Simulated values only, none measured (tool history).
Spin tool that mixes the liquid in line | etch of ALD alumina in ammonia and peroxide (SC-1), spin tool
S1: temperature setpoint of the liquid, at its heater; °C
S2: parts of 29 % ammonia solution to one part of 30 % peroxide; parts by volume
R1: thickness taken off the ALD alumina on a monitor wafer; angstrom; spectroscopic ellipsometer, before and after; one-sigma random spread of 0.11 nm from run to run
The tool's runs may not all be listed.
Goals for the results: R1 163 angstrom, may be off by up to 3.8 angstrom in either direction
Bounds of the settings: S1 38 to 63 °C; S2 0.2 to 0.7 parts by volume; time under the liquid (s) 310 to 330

run 1 hour=0 | S1=47 S2=0.4 time_under_the_liquid_(s)=310 | R1=142.75
run 2 hour=0.9 | S1=47.5 S2=0.4 time_under_the_liquid_(s)=310 | R1=146.49
run 3 hour=2.3 | S1=47.5 S2=0.4 time_under_the_liquid_(s)=310 | R1=147.79
run 4 hour=9.1 | S1=41.5 S2=0.4 time_under_the_liquid_(s)=310 | R1=105.16
run 5 hour=15.7 | S1=41.5 S2=0.3 time_under_the_liquid_(s)=310 | R1=101.33
run 6 hour=20.8 | S1=41.5 S2=0.3 time_under_the_liquid_(s)=310 | R1=102.89
run 7 hour=23 | S1=42.5 S2=0.3 time_under_the_liquid_(s)=310 | R1=106.96
run 8 hour=29.1 | S1=43.5 S2=0.3 time_under_the_liquid_(s)=310 | R1=113.64
run 9 hour=31 | S1=44.5 S2=0.3 time_under_the_liquid_(s)=310 | R1=120.74
run 10 hour=38.7 | S1=45 S2=0.3 time_under_the_liquid_(s)=310 | R1=123.07
run 11 hour=47.3 | S1=45.5 S2=0.3 time_under_the_liquid_(s)=310 | R1=127.15
run 12 hour=51 | S1=50.5 S2=0.3 time_under_the_liquid_(s)=310 | R1=167.7

Which one of the following 5 next-run settings gets every result inside its allowed miss? There is exactly one.
run A hour=54.7 | S1=50.5 S2=0.2 time_under_the_liquid_(s)=330 | R1=?
run B hour=54.7 | S1=50.5 S2=0.4 time_under_the_liquid_(s)=310 | R1=?
run C hour=54.7 | S1=51 S2=0.35 time_under_the_liquid_(s)=310 | R1=?
run D hour=54.7 | S1=49.5 S2=0.3 time_under_the_liquid_(s)=315 | R1=?
run E hour=54.7 | S1=50 S2=0.35 time_under_the_liquid_(s)=320 | R1=?

move=A R1=172.4
move=B R1=173.01
move=C R1=175.57
move=D R1=161.89
move=E R1=171.56
A: its largest miss is bigger than the last run's
B: its largest miss is bigger than the last run's
C: its largest miss is bigger than the last run's
D: all results land within tolerance of their targets
E: its largest miss is bigger than the last run's
So the answer is move D, the one that meets all the targets.

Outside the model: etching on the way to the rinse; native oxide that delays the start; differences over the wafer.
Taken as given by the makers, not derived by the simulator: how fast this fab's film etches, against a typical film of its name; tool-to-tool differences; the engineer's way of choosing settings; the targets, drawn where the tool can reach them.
